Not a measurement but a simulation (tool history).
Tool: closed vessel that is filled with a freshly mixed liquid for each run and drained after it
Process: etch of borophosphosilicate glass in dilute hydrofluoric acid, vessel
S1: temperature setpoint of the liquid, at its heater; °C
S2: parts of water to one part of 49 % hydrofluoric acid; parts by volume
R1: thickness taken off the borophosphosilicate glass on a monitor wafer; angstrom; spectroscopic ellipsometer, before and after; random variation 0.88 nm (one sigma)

run 1 day=0 | S1=22 S2=155 time_in_the_liquid_(s)=160 | R1=422.61
run 2 day=0.333 | S1=22 S2=155 time_in_the_liquid_(s)=160 | R1=427.86
run 3 day=0.512 | S1=22 S2=110 time_in_the_liquid_(s)=160 | R1=635.93
run 4 day=0.762 | S1=23.5 S2=110 time_in_the_liquid_(s)=160 | R1=697.76
-- day=0.954 thermometer replaced
run 5 day=0.954 | S1=24.5 S2=110 time_in_the_liquid_(s)=160 | R1=665.33
run 6 day=1.067 | S1=25 S2=105 time_in_the_liquid_(s)=160 | R1=694.21
run 7 day=1.421 | S1=25 S2=100 time_in_the_liquid_(s)=160 | R1=725.46

Run 8 comes next. What will it give?
run 8 day=1.504 | S1=25.5 S2=95 time_in_the_liquid_(s)=160 | R1=?

Run 8 gave R1 803.37 angstrom.
